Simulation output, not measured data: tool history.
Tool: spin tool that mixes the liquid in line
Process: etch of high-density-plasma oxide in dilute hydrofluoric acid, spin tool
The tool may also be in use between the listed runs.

run	hour	temperature setpoint of the liquid (C)	parts of water to one part of 49 % hydrofluoric acid (parts by volume)	time under the liquid (s)	thickness taken off the high-density-plasma oxide on a monitor wafer (angstrom)
1	0.0	21.0	145	315	199.46
2	1.9	18.5	145	315	180.98
3	10.0	21.0	115	315	264.42
4	18.3	23.0	100	315	336.61
5	22.7	23.0	130	315	246.40
6	28.2	24.5	110	315	320.53
7	31.9	25.5	95	315	388.86
8	35.4	26.5	85	315	459.15
9	37.4	27.0	80	315	501.55

Run 10 comes next. What will it give?
10	45.0	27.0	80	315	?

Run 10 gave thickness taken off the high-density-plasma oxide on a monitor wafer (angstrom) 494.79.

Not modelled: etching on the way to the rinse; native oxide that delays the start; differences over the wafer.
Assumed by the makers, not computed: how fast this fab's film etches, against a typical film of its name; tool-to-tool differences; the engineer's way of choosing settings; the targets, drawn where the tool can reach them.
